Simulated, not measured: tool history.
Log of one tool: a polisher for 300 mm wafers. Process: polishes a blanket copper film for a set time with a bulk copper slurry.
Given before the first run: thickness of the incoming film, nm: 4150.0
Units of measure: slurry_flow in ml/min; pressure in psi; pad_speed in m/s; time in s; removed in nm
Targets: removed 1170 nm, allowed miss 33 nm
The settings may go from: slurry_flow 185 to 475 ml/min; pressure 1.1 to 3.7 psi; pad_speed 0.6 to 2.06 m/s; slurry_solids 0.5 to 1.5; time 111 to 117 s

Run 1, day 0: slurry_flow 305 ml/min, pressure 2.4 psi, pad_speed 1.32 m/s, slurry_solids 1, time 111 s. Result: removed 1323.9 nm.
Run 2, day 0.108: slurry_flow 305 ml/min, pressure 2.8 psi, pad_speed 1.32 m/s, slurry_solids 1, time 111 s. Result: removed 1547.5 nm.
Run 3, day 0.246: slurry_flow 305 ml/min, pressure 2.7 psi, pad_speed 1.32 m/s, slurry_solids 1, time 111 s. Result: removed 1494.7 nm.
Run 4, day 0.508: slurry_flow 305 ml/min, pressure 2.6 psi, pad_speed 1.32 m/s, slurry_solids 1, time 111 s. Result: removed 1409.9 nm.
Run 5, day 0.821: slurry_flow 305 ml/min, pressure 2.6 psi, pad_speed 1.32 m/s, slurry_solids 1, time 111 s. Result: removed 1431.4 nm.
Run 6, day 1.171: slurry_flow 305 ml/min, pressure 2.5 psi, pad_speed 1.32 m/s, slurry_solids 1, time 111 s. Result: removed 1377 nm.
Run 7, day 1.471: slurry_flow 305 ml/min, pressure 2.4 psi, pad_speed 1.32 m/s, slurry_solids 1, time 111 s. Result: removed 1318.9 nm.
Run 8, day 1.521: slurry_flow 305 ml/min, pressure 2.3 psi, pad_speed 1.32 m/s, slurry_solids 1, time 111 s. Result: removed 1264.6 nm.
Run 9, day 1.829: slurry_flow 305 ml/min, pressure 2.3 psi, pad_speed 1.32 m/s, slurry_solids 1, time 111 s. Result: removed 1285.4 nm.
Run 10, day 2.162: slurry_flow 305 ml/min, pressure 2.2 psi, pad_speed 1.32 m/s, slurry_solids 1, time 111 s. Result: removed 1215 nm.

Which of these 5 next moves meets every target?
Run A, day 2.496: slurry_flow 185 ml/min, pressure 2.1 psi, pad_speed 1.42 m/s, slurry_solids 1, time 111 s. Result: removed ?.
Run B, day 2.496: slurry_flow 270 ml/min, pressure 2.8 psi, pad_speed 0.96 m/s, slurry_solids 1.15, time 117 s. Result: removed ?.
Run C, day 2.496: slurry_flow 335 ml/min, pressure 1.9 psi, pad_speed 1.54 m/s, slurry_solids 0.75, time 117 s. Result: removed ?.
Run D, day 2.496: slurry_flow 245 ml/min, pressure 2.1 psi, pad_speed 1.44 m/s, slurry_solids 0.95, time 114 s. Result: removed ?.
Run E, day 2.496: slurry_flow 310 ml/min, pressure 2.5 psi, pad_speed 1.3 m/s, slurry_solids 0.8, time 111 s. Result: removed ?.

move  removed
   A   1157.8
   B   1216.3
   C   1216.3
   D   1243.3
   E   1289.7
A: in spec on every target
B: about as far from the targets as the last run
C: about as far from the targets as the last run
D: further off than the last run
E: further off than the last run
Move A is the one to make.

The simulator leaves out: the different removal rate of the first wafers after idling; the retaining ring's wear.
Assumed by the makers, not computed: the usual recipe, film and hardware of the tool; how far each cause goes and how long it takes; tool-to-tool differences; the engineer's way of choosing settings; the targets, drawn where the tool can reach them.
